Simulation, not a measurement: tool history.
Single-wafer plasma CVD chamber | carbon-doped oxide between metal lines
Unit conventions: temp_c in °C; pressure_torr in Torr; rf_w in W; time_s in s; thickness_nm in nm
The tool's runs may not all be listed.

run    day  temp_c  pressure_torr  rf_w  time_s  thickness_nm
  1  0.000     370           5.95   435    16.7        71.336
  2  0.112     370           5.95   465    16.7        74.717
  3  0.392     371           5.85   460    16.7        73.510
  4  0.671     371           5.85   460    16.7        73.366
  5  0.808     371           4.91   460    16.7        71.946
  6  1.054     371           3.94   460    16.7        69.302
  7  1.346     372           3.90   455    16.7        68.224
  8  1.525     373           3.87   455    16.7        68.157
  9  1.871     374           3.84   455    16.7        67.761

Estimate the outcome of run 10 from the log above:
 10  1.996     375           3.81   455    16.7             ?

{"run 10": {"thickness_nm": 67.993}}
